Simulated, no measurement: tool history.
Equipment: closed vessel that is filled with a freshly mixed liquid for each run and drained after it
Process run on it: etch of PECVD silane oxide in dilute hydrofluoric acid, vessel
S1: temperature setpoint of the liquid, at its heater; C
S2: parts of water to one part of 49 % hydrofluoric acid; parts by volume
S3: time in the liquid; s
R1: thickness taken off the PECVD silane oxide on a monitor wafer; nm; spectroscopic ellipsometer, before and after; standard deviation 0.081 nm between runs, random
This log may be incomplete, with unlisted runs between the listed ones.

run 1 hour=0 | S1=22 S2=240 S3=180 | R1=14.331
run 2 hour=6.6 | S1=20.5 S2=245 S3=180 | R1=12.916
run 3 hour=11.2 | S1=20.5 S2=165 S3=180 | R1=20.906
run 4 hour=15.6 | S1=19.5 S2=190 S3=180 | R1=17.098
run 5 hour=18.8 | S1=19 S2=205 S3=180 | R1=15.194
run 6 hour=26.4 | S1=19 S2=155 S3=180 | R1=21.262
run 7 hour=34.6 | S1=18.5 S2=180 S3=180 | R1=17.506
run 8 hour=38.9 | S1=18 S2=200 S3=180 | R1=15.093
run 9 hour=42.7 | S1=17.5 S2=210 S3=180 | R1=14.025
run 10 hour=46.1 | S1=17.5 S2=220 S3=180 | R1=13.484
run 11 hour=50.9 | S1=17.5 S2=230 S3=180 | R1=12.68

What will run 12 give?
run 12 hour=52.2 | S1=17.5 S2=235 S3=180 | R1=?

R1: 12.236 nm
